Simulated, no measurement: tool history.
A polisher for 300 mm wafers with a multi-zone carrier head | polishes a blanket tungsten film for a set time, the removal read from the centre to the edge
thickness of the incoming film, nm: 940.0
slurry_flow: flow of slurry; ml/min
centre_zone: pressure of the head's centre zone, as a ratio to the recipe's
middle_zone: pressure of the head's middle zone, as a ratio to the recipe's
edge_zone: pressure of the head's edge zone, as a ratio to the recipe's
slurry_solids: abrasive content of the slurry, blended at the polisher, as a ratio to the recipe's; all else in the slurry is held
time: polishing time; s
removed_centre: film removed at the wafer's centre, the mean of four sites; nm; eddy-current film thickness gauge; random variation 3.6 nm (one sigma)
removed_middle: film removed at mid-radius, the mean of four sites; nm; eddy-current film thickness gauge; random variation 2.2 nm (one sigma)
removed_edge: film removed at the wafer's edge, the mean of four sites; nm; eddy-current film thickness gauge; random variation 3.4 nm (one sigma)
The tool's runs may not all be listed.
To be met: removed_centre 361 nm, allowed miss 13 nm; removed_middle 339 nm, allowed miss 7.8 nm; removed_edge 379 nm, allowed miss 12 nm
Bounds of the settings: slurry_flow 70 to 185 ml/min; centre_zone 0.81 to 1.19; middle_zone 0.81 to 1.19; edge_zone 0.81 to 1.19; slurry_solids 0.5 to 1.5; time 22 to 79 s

run  hour  slurry_flow  centre_zone  middle_zone  edge_zone  slurry_solids  time  removed_centre  removed_middle  removed_edge
  1     0          120            1            1          1              1    50          374.83          387.06           385
  2   7.1          120         1.06            1          1              1    50          393.54          382.59        391.39
  3  10.9          120         1.06            1          1            0.9    50          386.77          375.04        373.54
  4  12.2          120         1.06            1          1           0.95    50          389.45          378.69        383.08
  5  13.3          120            1            1          1           0.95    50           377.4           381.7        386.86
  6  16.2          120            1         1.08          1           0.95    50          372.68          406.88        377.96
  7  21.1          110         1.02         1.05       1.02           0.95    50          377.29          386.23        382.75
  8  26.5          100         1.02         1.03       1.03           0.95    50          366.99          374.87        372.86
  9  35.4           95         1.02         1.01       1.05           0.95    50          361.65          361.63        385.93
 10  44.4           90         1.03            1       1.05           0.95    50          353.31          358.27         373.3
 11    47           90         1.04         0.99       1.06           0.95    50          360.67          354.54        378.94
 12  53.7           90         1.05         0.98       1.06           0.95    50          364.24          345.08        377.77

Which of these 4 next moves meets every target?
  A  60.4           95         1.18         0.97       1.04            0.9    49               ?               ?             ?
  B  60.4           90         1.06         1.03          1            0.9    49               ?               ?             ?
  C  60.4           75         1.06         0.95       1.05           1.25    50               ?               ?             ?
  D  60.4           95         0.99         1.02       1.08           1.05    49               ?               ?             ?

move  removed_centre  removed_middle  removed_edge
   A           388.8          341.62        364.86
   B          352.79          354.77        354.46
   C          362.74          343.73        383.36
   D          350.81          367.51        382.82
A: brings the result that was furthest off to its target, and leaves another outside
B: further off than the last run
C: meets every target
D: further off than the last run
Move C is the one to make.

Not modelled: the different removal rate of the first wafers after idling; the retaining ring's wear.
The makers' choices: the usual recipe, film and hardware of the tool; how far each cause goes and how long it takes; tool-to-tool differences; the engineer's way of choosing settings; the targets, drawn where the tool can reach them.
